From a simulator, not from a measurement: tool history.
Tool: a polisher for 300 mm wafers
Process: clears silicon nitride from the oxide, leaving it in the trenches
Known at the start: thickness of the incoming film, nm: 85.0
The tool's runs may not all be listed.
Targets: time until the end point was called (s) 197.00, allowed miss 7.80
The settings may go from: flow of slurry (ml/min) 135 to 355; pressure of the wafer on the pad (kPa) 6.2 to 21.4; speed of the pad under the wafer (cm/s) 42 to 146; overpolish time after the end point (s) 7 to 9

run	hour	flow of slurry (ml/min)	pressure of the wafer on the pad (kPa)	speed of the pad under the wafer (cm/s)	overpolish time after the end point (s)	time until the end point was called (s)
1	0.0	225	13.8	94	9	128.32
2	1.4	225	13.8	104	9	114.97
3	3.9	225	12.4	104	9	128.11
4	5.5	225	11.0	104	9	141.42
5	14.2	225	10.3	104	9	151.62
6	21.3	225	10.3	104	7	150.61
7	29.3	225	9.7	104	7	161.96
8	34.9	220	6.9	104	7	225.28
9	43.7	245	8.3	104	7	187.56

5 next moves are on the table. One of them brings every result within its allowed miss. Which?
A	52.5	230	8.3	92	7	?
B	52.5	305	6.9	114	8	?
C	52.5	215	8.3	90	7	?
D	52.5	190	7.6	104	7	?
E	52.5	290	9.0	80	7	?

move	time until the end point was called (s)
A	213.76
B	200.02
C	220.30
D	211.73
E	220.96
A: takes the result that was furthest off past its target
B: meets every target
C: takes the result that was furthest off past its target
D: takes the result that was furthest off past its target
E: takes the result that was furthest off past its target
The right move is B.

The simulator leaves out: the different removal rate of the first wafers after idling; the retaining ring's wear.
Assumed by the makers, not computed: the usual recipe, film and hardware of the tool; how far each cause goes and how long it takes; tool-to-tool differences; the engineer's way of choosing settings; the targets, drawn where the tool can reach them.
